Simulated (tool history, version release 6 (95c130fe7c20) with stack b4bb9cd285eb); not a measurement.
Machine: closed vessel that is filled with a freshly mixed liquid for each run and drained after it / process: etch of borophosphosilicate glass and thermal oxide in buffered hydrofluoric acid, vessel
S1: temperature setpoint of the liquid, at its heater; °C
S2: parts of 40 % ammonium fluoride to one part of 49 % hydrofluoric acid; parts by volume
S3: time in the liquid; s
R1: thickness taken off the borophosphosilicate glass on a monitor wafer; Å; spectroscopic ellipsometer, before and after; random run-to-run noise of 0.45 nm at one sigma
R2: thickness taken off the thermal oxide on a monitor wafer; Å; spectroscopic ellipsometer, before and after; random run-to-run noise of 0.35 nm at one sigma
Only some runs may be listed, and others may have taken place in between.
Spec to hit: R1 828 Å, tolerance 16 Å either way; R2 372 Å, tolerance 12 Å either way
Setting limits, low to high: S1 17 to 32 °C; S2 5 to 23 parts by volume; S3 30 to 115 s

run  hour    S1  S2  S3      R1      R2
  1     0    25  14  60  1092.1  491.06
  2   8.1  28.5  14  60  1324.7  602.51
  3  15.6  28.5  14  70  1543.7  687.72
  4  23.8    30  14  70  1663.5  751.22
  5  30.4    30  14  50  1194.7  532.29
  6  35.9  28.5  14  50  1085.9   495.8
  7  42.8  28.5  14  50  1102.5  489.71
  8  50.3  27.5  14  50  1044.8  472.62
  9  54.1    27  14  50  1017.3  460.84
 10  58.3  26.5  14  50  983.34  447.84
 11  65.3    26  14  50  962.42  423.92
 12  68.6  25.5  14  50   926.3  415.68
 13  72.2  25.5  14  50  939.72  426.98
 14  78.7    25  14  50  918.22   411.1
 15  82.7  24.5  14  50  891.24  394.63
 16    86    24  14  50  861.73  387.29
 17  93.3    24  14  50  866.96  390.85

4 next moves are on the table. One of them brings every result within its allowed miss. Which?
  A  100.6    21  10.5  40   ?   ?
  B  100.6  19.5    16  70   ?   ?
  C  100.6  23.5    12  40   ?   ?
  D  100.6  17.5    13  60   ?   ?

move      R1      R2
   A  775.35  353.73
   B  824.42  376.69
   C  779.31  356.44
   D  775.84   353.6
A: pushes the last run's worst result past its target
B: every result within its allowed miss
C: pushes the last run's worst result past its target
D: pushes the last run's worst result past its target
The right move is B.

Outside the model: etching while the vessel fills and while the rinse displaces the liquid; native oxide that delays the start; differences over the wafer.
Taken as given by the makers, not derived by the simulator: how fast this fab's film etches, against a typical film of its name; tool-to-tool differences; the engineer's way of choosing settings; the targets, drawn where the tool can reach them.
